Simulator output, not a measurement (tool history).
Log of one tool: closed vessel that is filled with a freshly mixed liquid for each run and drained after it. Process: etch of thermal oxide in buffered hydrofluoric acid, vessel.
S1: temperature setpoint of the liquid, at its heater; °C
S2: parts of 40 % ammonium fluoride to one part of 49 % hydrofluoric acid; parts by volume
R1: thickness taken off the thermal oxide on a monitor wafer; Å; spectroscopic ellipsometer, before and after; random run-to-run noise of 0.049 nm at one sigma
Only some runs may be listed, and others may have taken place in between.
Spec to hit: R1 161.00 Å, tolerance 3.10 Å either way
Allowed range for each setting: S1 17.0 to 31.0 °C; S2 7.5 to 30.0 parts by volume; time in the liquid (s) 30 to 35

{"run": 1, "day": 0.0, "S1": 23.0, "S2": 22.0, "time in the liquid (s)": 35, "R1": 174.06}
{"run": 2, "day": 0.217, "S1": 23.0, "S2": 22.0, "time in the liquid (s)": 35, "R1": 174.03}
{"run": 3, "day": 0.425, "S1": 23.0, "S2": 28.0, "time in the liquid (s)": 35, "R1": 147.25}
{"run": 4, "day": 0.771, "S1": 23.5, "S2": 28.0, "time in the liquid (s)": 35, "R1": 151.35}
{"day": 0.896, "done": "thermometer replaced"}
{"run": 5, "day": 0.896, "S1": 25.5, "S2": 28.0, "time in the liquid (s)": 35, "R1": 181.94}
{"run": 6, "day": 1.262, "S1": 25.5, "S2": 25.5, "time in the liquid (s)": 35, "R1": 193.51}
{"run": 7, "day": 1.629, "S1": 25.0, "S2": 25.5, "time in the liquid (s)": 35, "R1": 187.71}
{"run": 8, "day": 1.742, "S1": 24.5, "S2": 25.5, "time in the liquid (s)": 35, "R1": 183.59}
{"run": 9, "day": 1.888, "S1": 24.5, "S2": 25.5, "time in the liquid (s)": 35, "R1": 182.56}

4 next moves are on the table. One of them brings every result within its allowed miss. Which?
{"run": "A", "day": 2.033, "S1": 24.5, "S2": 18.5, "time in the liquid (s)": 30, "R1": "?"}
{"run": "B", "day": 2.033, "S1": 26.0, "S2": 24.5, "time in the liquid (s)": 35, "R1": "?"}
{"run": "C", "day": 2.033, "S1": 25.0, "S2": 25.5, "time in the liquid (s)": 30, "R1": "?"}
{"run": "D", "day": 2.033, "S1": 26.5, "S2": 30.0, "time in the liquid (s)": 30, "R1": "?"}

move=A R1=200.72
move=B R1=204.64
move=C R1=161.62
move=D R1=156.85
A: its largest miss is bigger than the last run's
B: its largest miss is bigger than the last run's
C: hits every target within its allowed miss
D: takes the result that was furthest off past its target
The move that meets every target is C.
